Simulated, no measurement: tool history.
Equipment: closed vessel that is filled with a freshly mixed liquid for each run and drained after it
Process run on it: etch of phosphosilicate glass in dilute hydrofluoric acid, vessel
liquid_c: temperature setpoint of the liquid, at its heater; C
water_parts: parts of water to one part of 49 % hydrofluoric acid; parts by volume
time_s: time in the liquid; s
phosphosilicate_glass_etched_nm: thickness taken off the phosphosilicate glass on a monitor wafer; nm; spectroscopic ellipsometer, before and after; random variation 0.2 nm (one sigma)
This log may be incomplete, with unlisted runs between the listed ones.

run,hour,liquid_c,water_parts,time_s,phosphosilicate_glass_etched_nm
1,0.0,21.0,220,30,20.497
2,5.6,21.0,220,30,20.430
3,8.2,23.0,200,30,24.834
4,14.6,24.5,185,30,28.638
5,22.2,24.5,250,30,19.938
6,23.7,28.0,250,30,22.478
7,30.7,28.0,225,30,25.604

For run 8, what comes out?
8,34.2,28.0,205,30,?

Run 8 came out at phosphosilicate_glass_etched_nm 28.857 nm.
